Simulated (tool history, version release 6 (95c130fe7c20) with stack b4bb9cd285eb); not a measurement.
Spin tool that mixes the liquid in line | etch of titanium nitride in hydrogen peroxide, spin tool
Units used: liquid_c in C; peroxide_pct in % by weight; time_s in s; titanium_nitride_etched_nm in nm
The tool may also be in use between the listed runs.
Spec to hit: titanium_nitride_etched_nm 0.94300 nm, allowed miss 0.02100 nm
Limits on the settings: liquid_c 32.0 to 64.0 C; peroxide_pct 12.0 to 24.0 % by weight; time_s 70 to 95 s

run 1 day=0.000 | liquid_c=48.0 peroxide_pct=16.0 time_s=95 | titanium_nitride_etched_nm=2.79170
run 2 day=0.121 | liquid_c=48.0 peroxide_pct=16.0 time_s=70 | titanium_nitride_etched_nm=2.05160
run 3 day=0.312 | liquid_c=48.0 peroxide_pct=17.5 time_s=70 | titanium_nitride_etched_nm=2.07350
run 4 day=0.412 | liquid_c=48.0 peroxide_pct=18.5 time_s=70 | titanium_nitride_etched_nm=2.12140
run 5 day=0.504 | liquid_c=46.0 peroxide_pct=18.5 time_s=70 | titanium_nitride_etched_nm=1.81730
run 6 day=0.679 | liquid_c=46.0 peroxide_pct=21.5 time_s=70 | titanium_nitride_etched_nm=1.87460
run 7 day=0.912 | liquid_c=44.5 peroxide_pct=21.5 time_s=70 | titanium_nitride_etched_nm=1.65440
run 8 day=1.021 | liquid_c=43.0 peroxide_pct=21.5 time_s=70 | titanium_nitride_etched_nm=1.48670
run 9 day=1.167 | liquid_c=42.0 peroxide_pct=21.5 time_s=70 | titanium_nitride_etched_nm=1.38840
run 10 day=1.488 | liquid_c=41.0 peroxide_pct=21.5 time_s=70 | titanium_nitride_etched_nm=1.28920
run 11 day=1.712 | liquid_c=40.5 peroxide_pct=21.5 time_s=70 | titanium_nitride_etched_nm=1.23190
run 12 day=2.004 | liquid_c=40.0 peroxide_pct=21.5 time_s=70 | titanium_nitride_etched_nm=1.19650
run 13 day=2.129 | liquid_c=39.5 peroxide_pct=21.5 time_s=70 | titanium_nitride_etched_nm=1.13560
run 14 day=2.408 | liquid_c=39.5 peroxide_pct=21.5 time_s=70 | titanium_nitride_etched_nm=1.13530
run 15 day=2.775 | liquid_c=39.0 peroxide_pct=21.5 time_s=70 | titanium_nitride_etched_nm=1.09530
run 16 day=3.050 | liquid_c=38.5 peroxide_pct=21.5 time_s=70 | titanium_nitride_etched_nm=1.05820
run 17 day=3.329 | liquid_c=38.0 peroxide_pct=21.5 time_s=70 | titanium_nitride_etched_nm=1.01630
run 18 day=3.508 | liquid_c=37.5 peroxide_pct=21.5 time_s=70 | titanium_nitride_etched_nm=0.97301

Pick the move, out of 5, that brings all results within their allowed miss; only one does.
run A day=3.688 | liquid_c=36.5 peroxide_pct=24.0 time_s=75 | titanium_nitride_etched_nm=?
run B day=3.688 | liquid_c=35.5 peroxide_pct=21.5 time_s=85 | titanium_nitride_etched_nm=?
run C day=3.688 | liquid_c=33.5 peroxide_pct=23.0 time_s=95 | titanium_nitride_etched_nm=?
run D day=3.688 | liquid_c=35.0 peroxide_pct=18.5 time_s=85 | titanium_nitride_etched_nm=?
run E day=3.688 | liquid_c=36.5 peroxide_pct=20.0 time_s=70 | titanium_nitride_etched_nm=?

move=A titanium_nitride_etched_nm=0.98952
move=B titanium_nitride_etched_nm=1.01200
move=C titanium_nitride_etched_nm=0.97854
move=D titanium_nitride_etched_nm=0.94181
move=E titanium_nitride_etched_nm=0.88793
A: lands further from the targets than the last run did
B: lands further from the targets than the last run did
C: lands further from the targets than the last run did
D: meets every target
E: takes the biggest miss from the last run beyond its target
The move that meets every target is D.
